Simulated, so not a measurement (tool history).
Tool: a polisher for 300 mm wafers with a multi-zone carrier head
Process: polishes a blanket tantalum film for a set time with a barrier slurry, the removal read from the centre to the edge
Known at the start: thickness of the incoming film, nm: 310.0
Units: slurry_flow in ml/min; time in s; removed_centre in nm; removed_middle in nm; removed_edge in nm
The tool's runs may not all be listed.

run 1 hour=0 | slurry_flow=295 centre_zone=1 middle_zone=1 edge_zone=1 slurry_solids=1 time=85 | removed_centre=89.62 removed_middle=90.468 removed_edge=90.208
run 2 hour=8 | slurry_flow=290 centre_zone=0.96 middle_zone=0.98 edge_zone=0.97 slurry_solids=0.85 time=80 | removed_centre=76.121 removed_middle=80.366 removed_edge=81.655
run 3 hour=8.8 | slurry_flow=290 centre_zone=0.96 middle_zone=0.98 edge_zone=1.01 slurry_solids=0.85 time=80 | removed_centre=76.241 removed_middle=79.997 removed_edge=82.397
run 4 hour=15.8 | slurry_flow=290 centre_zone=0.96 middle_zone=0.98 edge_zone=1.01 slurry_solids=0.95 time=80 | removed_centre=78.215 removed_middle=79.815 removed_edge=84.326
run 5 hour=18.6 | slurry_flow=290 centre_zone=0.95 middle_zone=0.97 edge_zone=0.99 slurry_solids=0.85 time=75 | removed_centre=71.499 removed_middle=75.283 removed_edge=75.383
run 6 hour=25.8 | slurry_flow=360 centre_zone=0.95 middle_zone=0.97 edge_zone=0.99 slurry_solids=0.85 time=75 | removed_centre=74.63 removed_middle=76.657 removed_edge=78.437
run 7 hour=32.5 | slurry_flow=345 centre_zone=0.93 middle_zone=0.95 edge_zone=0.96 slurry_solids=0.75 time=73 | removed_centre=68.498 removed_middle=70.116 removed_edge=72.041
run 8 hour=33.5 | slurry_flow=330 centre_zone=0.9 middle_zone=0.94 edge_zone=0.93 slurry_solids=0.7 time=73 | removed_centre=65.246 removed_middle=68.556 removed_edge=71.167
run 9 hour=36.3 | slurry_flow=325 centre_zone=0.89 middle_zone=0.94 edge_zone=0.92 slurry_solids=0.65 time=71 | removed_centre=62.474 removed_middle=65.262 removed_edge=66.332

Forecast run 10:
run 10 hour=44.5 | slurry_flow=310 centre_zone=0.87 middle_zone=0.93 edge_zone=0.91 slurry_solids=0.6 time=71 | removed_centre=? removed_middle=? removed_edge=?

removed_centre: 57.096 nm
removed_middle: 63.569 nm
removed_edge: 64.621 nm
